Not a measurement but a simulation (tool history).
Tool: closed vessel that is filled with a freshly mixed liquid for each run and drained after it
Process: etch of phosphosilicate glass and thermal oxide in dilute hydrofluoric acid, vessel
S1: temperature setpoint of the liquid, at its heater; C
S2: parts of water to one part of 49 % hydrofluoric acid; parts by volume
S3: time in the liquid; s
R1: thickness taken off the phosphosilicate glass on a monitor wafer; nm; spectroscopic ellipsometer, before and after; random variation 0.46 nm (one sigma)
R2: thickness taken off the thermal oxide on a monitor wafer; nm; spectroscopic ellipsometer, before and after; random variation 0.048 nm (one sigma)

| run | hour | S1 | S2 | S3 | R1 | R2 |
|---|---|---|---|---|---|---|
| 1 | 0.0 | 24.0 | 235 | 60 | 45.789 | 1.1389 |
| 2 | 2.8 | 24.5 | 235 | 60 | 47.042 | 1.1039 |
| 3 | 4.4 | 25.0 | 235 | 60 | 48.068 | 1.1233 |
| 4 | 8.9 | 25.0 | 180 | 60 | 65.617 | 1.7183 |
| 5 | 10.7 | 25.0 | 180 | 70 | 77.923 | 1.9256 |
| 6 | 19.6 | 24.5 | 180 | 70 | 75.057 | 1.8229 |
| 7 | 24.7 | 24.0 | 180 | 70 | 74.179 | 1.7590 |
| 8 | 33.0 | 23.5 | 180 | 70 | 73.933 | 1.7106 |
| 9 | 40.5 | 23.5 | 185 | 70 | 70.035 | 1.5581 |

Run 10 comes next. What will it give?
| 10 | 46.4 | 23.5 | 190 | 70 | ? | ? |

Run 10 gave R1 68.581 nm, R2 1.6188 nm.
